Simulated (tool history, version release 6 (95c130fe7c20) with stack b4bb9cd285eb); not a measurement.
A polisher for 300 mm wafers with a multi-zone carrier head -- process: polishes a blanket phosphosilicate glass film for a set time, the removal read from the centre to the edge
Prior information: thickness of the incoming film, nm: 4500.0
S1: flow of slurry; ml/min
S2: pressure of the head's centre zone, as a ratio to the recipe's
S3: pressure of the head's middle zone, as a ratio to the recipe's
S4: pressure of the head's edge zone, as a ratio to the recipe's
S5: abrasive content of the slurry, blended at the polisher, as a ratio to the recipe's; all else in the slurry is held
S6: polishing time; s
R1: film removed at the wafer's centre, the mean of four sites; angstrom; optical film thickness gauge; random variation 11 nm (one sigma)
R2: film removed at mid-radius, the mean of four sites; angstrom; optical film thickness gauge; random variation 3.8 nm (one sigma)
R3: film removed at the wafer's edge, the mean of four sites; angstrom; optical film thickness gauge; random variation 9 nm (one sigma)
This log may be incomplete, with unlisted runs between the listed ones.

run  hour   S1    S2    S3    S4    S5  S6      R1      R2      R3
  1   0.0  200  1.00  1.00  1.00  1.00  88  5067.0  4960.7  5116.6
  2   2.7  200  1.00  1.09  1.00  1.00  88  5072.5  5354.6  5085.6
  3   8.8  210  1.02  1.08  1.01  1.05  88  5286.5  5392.9  5449.5
  4  13.9  210  1.02  1.08  1.01  0.85  88  4637.3  4787.5  4684.2
  5  18.2  230  1.02  1.08  1.01  0.85  88  4646.7  4860.4  4743.6
  6  25.2  230  1.02  1.08  0.95  0.85  88  4752.6  4894.8  4609.7
     30.7  -- edge zone pressure recalibrated
  7  30.7  275  1.12  0.98  1.00  1.10  90  6305.0  5467.0  5437.9
  8  39.7  270  1.13  0.97  1.01  1.15  90  6516.0  5572.9  5610.0
  9  40.2  270  1.14  0.96  1.02  1.20  90  6757.9  5661.6  5808.0
 10  42.6  270  1.15  0.96  1.02  1.20  90  6745.6  5611.5  5725.4
 11  45.8  270  1.16  0.96  1.02  1.25  90  6966.9  5699.5  5933.0
 12  52.8  275  1.16  0.96  1.02  1.25  90  6914.6  5753.7  5918.3
 13  55.6  275  1.16  0.95  1.02  1.25  90  6920.8  5696.4  5994.1

Estimate the outcome of run 14 from the log above:
 14  63.5  280  1.16  0.94  1.01  1.25  90   ?   ?   ?

{"run 14": {"R1": 6982.0, "R2": 5598.8, "R3": 5851.2}}
